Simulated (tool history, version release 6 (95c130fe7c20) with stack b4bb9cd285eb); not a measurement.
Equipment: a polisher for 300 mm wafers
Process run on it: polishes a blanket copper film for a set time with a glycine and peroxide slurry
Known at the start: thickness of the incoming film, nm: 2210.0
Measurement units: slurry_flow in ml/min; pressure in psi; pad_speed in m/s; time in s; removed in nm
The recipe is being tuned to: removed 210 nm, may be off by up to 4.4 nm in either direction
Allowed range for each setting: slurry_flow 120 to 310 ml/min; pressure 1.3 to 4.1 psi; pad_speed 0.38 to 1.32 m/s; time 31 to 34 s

Run 1, hour 0: slurry_flow 200 ml/min, pressure 2.7 psi, pad_speed 0.84 m/s, time 34 s. Result: removed 148.3 nm.
Run 2, hour 0.9: slurry_flow 200 ml/min, pressure 2.7 psi, pad_speed 0.84 m/s, time 31 s. Result: removed 134.75 nm.
Run 3, hour 5.2: slurry_flow 155 ml/min, pressure 2.7 psi, pad_speed 0.84 m/s, time 31 s. Result: removed 130.25 nm.
Run 4, hour 7.2: slurry_flow 170 ml/min, pressure 2.9 psi, pad_speed 0.84 m/s, time 31 s. Result: removed 139.31 nm.
Run 5, hour 8.7: slurry_flow 185 ml/min, pressure 3.1 psi, pad_speed 0.84 m/s, time 31 s. Result: removed 150.54 nm.
Run 6, hour 17.2: slurry_flow 185 ml/min, pressure 3.1 psi, pad_speed 0.98 m/s, time 31 s. Result: removed 168.67 nm.
Run 7, hour 17.9: slurry_flow 195 ml/min, pressure 3.2 psi, pad_speed 0.98 m/s, time 31 s. Result: removed 176.43 nm.
Run 8, hour 23.3: slurry_flow 205 ml/min, pressure 3.2 psi, pad_speed 0.98 m/s, time 31 s. Result: removed 177.75 nm.
Run 9, hour 29.2: slurry_flow 215 ml/min, pressure 3.2 psi, pad_speed 0.98 m/s, time 31 s. Result: removed 176.44 nm.
Run 10, hour 32.5: slurry_flow 220 ml/min, pressure 3.3 psi, pad_speed 0.98 m/s, time 31 s. Result: removed 183.87 nm.

Exactly one of the 5 candidate moves below puts every result within its allowed miss. Which one?
Run A, hour 35.8: slurry_flow 220 ml/min, pressure 3.8 psi, pad_speed 0.98 m/s, time 33 s. Result: removed ?.
Run B, hour 35.8: slurry_flow 220 ml/min, pressure 3.1 psi, pad_speed 1.14 m/s, time 33 s. Result: removed ?.
Run C, hour 35.8: slurry_flow 240 ml/min, pressure 3.2 psi, pad_speed 0.86 m/s, time 33 s. Result: removed ?.
Run D, hour 35.8: slurry_flow 220 ml/min, pressure 3.3 psi, pad_speed 0.82 m/s, time 34 s. Result: removed ?.
Run E, hour 35.8: slurry_flow 200 ml/min, pressure 3.4 psi, pad_speed 1.14 m/s, time 33 s. Result: removed ?.

move  removed
   A   222.44
   B   212.65
   C   174.16
   D   175.13
   E    227.4
A: takes the biggest miss from the last run beyond its target
B: every result lands within tolerance
C: the biggest miss grows against the last run
D: the biggest miss grows against the last run
E: takes the biggest miss from the last run beyond its target
Correct choice: B, which meets every target
